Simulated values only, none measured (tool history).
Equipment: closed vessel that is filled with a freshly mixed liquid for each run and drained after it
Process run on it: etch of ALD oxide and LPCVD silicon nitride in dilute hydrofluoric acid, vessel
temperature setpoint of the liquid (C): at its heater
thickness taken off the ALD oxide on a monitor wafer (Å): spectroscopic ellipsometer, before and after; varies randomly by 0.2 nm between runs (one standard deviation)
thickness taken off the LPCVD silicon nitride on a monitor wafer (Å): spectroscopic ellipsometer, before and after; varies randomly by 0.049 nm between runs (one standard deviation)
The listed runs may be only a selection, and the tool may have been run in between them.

run	hour	temperature setpoint of the liquid (C)	parts of water to one part of 49 % hydrofluoric acid (parts by volume)	time in the liquid (s)	thickness taken off the ALD oxide on a monitor wafer (Å)	thickness taken off the LPCVD silicon nitride on a monitor wafer (Å)
1	0.0	23.0	275	60	57.438	0.67409
2	7.2	25.0	210	60	86.201	0.97766
3	15.4	26.0	210	60	90.838	1.67040
4	20.8	26.0	160	60	125.930	2.21650
5	24.0	26.0	65	60	347.930	5.09930
6	26.0	25.5	80	60	271.540	4.12510
7	35.1	25.0	90	60	233.120	3.54180

Run 8 has not been measured yet. What should we expect?
8	43.7	24.0	90	60	?	?

thickness taken off the ALD oxide on a monitor wafer (Å): 224.520
thickness taken off the LPCVD silicon nitride on a monitor wafer (Å): 3.35720

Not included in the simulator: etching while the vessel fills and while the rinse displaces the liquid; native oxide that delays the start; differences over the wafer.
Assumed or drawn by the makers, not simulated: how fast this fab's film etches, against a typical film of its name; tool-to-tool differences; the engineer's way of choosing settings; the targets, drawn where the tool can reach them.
